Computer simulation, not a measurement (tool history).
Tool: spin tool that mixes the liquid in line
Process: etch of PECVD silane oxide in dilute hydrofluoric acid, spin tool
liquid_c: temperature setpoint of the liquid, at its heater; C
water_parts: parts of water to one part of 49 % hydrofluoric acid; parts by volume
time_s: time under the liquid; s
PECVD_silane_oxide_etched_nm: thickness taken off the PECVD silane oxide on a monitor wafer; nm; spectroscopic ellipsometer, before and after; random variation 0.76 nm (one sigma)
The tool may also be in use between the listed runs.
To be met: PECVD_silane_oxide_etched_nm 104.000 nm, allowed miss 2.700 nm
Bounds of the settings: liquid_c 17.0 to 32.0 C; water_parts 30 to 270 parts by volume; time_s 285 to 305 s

| run | day | liquid_c | water_parts | time_s | PECVD_silane_oxide_etched_nm |
|---|---|---|---|---|---|
| 1 | 0.000 | 24.0 | 150 | 285 | 34.466 |
| 2 | 0.062 | 26.5 | 120 | 285 | 48.516 |
| 3 | 0.221 | 28.0 | 100 | 285 | 63.621 |
| 4 | 0.588 | 29.0 | 90 | 285 | 74.705 |
| 5 | 0.875 | 29.0 | 90 | 305 | 79.343 |
| 6 | 1.042 | 30.0 | 85 | 305 | 88.617 |
| 7 | 1.275 | 30.5 | 85 | 305 | 90.934 |
| 8 | 1.579 | 31.0 | 85 | 305 | 93.488 |
| 9 | 1.775 | 31.5 | 85 | 305 | 94.195 |
| 10 | 2.029 | 31.5 | 80 | 305 | 100.730 |

5 next moves are on the table. One of them brings every result within its allowed miss. Which?
| A | 2.283 | 32.0 | 75 | 305 | ? |
| B | 2.283 | 32.0 | 85 | 305 | ? |
| C | 2.283 | 28.5 | 65 | 300 | ? |
| D | 2.283 | 30.0 | 70 | 290 | ? |
| E | 2.283 | 31.0 | 80 | 295 | ? |

| move | PECVD_silane_oxide_etched_nm |
|---|---|
| A | 111.610 |
| B | 96.864 |
| C | 112.640 |
| D | 106.280 |
| E | 96.682 |
A: takes the result that was furthest off past its target
B: further off than the last run
C: takes the result that was furthest off past its target
D: meets every target
E: further off than the last run
The right move is D.

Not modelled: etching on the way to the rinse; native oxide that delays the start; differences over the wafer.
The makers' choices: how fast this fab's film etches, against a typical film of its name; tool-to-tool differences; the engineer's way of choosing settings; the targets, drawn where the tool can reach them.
